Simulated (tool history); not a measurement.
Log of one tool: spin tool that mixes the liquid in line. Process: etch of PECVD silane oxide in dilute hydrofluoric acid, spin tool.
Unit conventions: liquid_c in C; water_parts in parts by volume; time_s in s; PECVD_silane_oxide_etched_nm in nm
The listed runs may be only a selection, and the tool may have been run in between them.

run,day,liquid_c,water_parts,time_s,PECVD_silane_oxide_etched_nm
1,0.000,23.0,185,35,2.4940
2,0.071,24.5,185,35,2.6639
3,0.188,24.5,210,35,2.2683
4,0.262,24.5,210,35,2.2709
5,0.479,26.0,210,35,2.3860
6,0.608,29.0,210,35,2.6852
7,0.654,29.5,205,35,2.8171

Run 8, settings as shown, results not yet in. Your forecast:
8,0.696,30.0,200,35,?

{"run 8": {"PECVD_silane_oxide_etched_nm": 2.9418}}

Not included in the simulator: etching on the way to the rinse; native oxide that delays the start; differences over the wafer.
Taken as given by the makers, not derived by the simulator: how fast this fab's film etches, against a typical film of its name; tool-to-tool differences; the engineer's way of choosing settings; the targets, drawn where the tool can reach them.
